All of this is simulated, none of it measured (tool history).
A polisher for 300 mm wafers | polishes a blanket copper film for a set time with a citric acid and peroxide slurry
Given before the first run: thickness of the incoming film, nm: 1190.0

run,hour,flow of slurry (ml/min),pressure of the wafer on the pad (psi),speed of the pad under the wafer (cm/s),abrasive content of the slurry,polishing time (s),film removed (Å)
1,0,270,2.2,100,1,111,1873.9
2,3,270,2.6,100,1,111,2153.2
3,11.4,270,2.6,100,0.85,111,2095.7
4,12.7,270,2.6,100,0.85,116,2225.9
5,18.6,270,2.6,100,0.85,111,2092.8
6,21.4,270,2.9,104,0.85,111,2383.3
7,26.5,270,3.1,108,0.85,111,2655.3
8,27.4,270,3.2,110,0.85,111,2768.2
9,31.7,270,3.3,112,0.85,111,2865.3
10,36.8,270,3.4,114,0.85,111,3020.1
11,42.7,270,3.4,116,0.85,111,3037.6

Run 12 has not been measured yet. What should we expect?
12,46.3,270,3.4,118,0.85,111,?

Run 12 measured film removed (Å) 3088.3.

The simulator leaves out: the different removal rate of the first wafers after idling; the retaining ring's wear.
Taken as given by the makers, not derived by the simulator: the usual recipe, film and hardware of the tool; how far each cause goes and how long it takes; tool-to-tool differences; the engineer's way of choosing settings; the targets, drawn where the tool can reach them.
